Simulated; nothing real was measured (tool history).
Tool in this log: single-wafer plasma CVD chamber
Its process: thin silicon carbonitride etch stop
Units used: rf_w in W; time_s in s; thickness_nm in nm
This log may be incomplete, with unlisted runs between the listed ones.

run    day  rf_w  time_s  thickness_nm
  1      0   240    26.8        15.445
  2  0.092   230    25.2        14.311
  3  0.446   220      24        13.565
  4  0.521   210      23        12.673
  5  0.617   200    22.4        12.154
  6  0.862   195      22        11.816
  7  1.162   190    21.7        11.596
  8  1.242   185    21.5         11.35

For run 9, what comes out?
  9  1.554   180    21.3             ?

Run 9 gave thickness_nm 11.135 nm.
